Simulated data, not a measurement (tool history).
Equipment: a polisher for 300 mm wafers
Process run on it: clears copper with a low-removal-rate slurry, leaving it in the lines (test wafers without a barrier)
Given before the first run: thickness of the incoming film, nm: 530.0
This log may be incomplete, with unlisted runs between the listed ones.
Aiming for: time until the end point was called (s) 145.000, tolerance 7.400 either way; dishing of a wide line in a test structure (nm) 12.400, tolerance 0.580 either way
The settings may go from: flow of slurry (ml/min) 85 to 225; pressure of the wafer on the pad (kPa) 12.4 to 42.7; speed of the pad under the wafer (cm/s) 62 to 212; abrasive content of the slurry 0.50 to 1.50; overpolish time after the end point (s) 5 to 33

run	hour	flow of slurry (ml/min)	pressure of the wafer on the pad (kPa)	speed of the pad under the wafer (cm/s)	abrasive content of the slurry	overpolish time after the end point (s)	time until the end point was called (s)	dishing of a wide line in a test structure (nm)
1	0.0	145	27.6	136	1.00	17	75.780	56.032
2	3.4	145	24.8	128	1.00	15	90.646	46.834
3	7.7	135	22.8	126	0.90	13	103.640	38.040
4	11.4	135	22.8	154	0.90	13	85.120	43.970
5	17.0	135	29.6	154	0.90	13	64.383	54.078
6	21.2	125	26.9	148	0.85	12	75.934	45.131
7	28.9	85	19.3	110	0.60	5	159.440	11.143
8	35.1	90	20.0	110	0.60	5	156.320	11.503

Exactly one of the 4 candidate moves below puts every result within its allowed miss. Which one?
A	41.3	85	20.0	106	0.50	5	?	?
B	41.3	85	22.1	122	0.50	5	?	?
C	41.3	115	20.0	114	0.60	5	?	?
D	41.3	100	17.9	144	0.55	5	?	?

move	time until the end point was called (s)	dishing of a wide line in a test structure (nm)
A	165.620	10.712
B	131.570	13.297
C	142.130	12.356
D	130.790	13.316
A: misses by more than the last run did
B: moves the result that the last run missed by most past its target, out the other side
C: meets every target
D: moves the result that the last run missed by most past its target, out the other side
C meets every target.
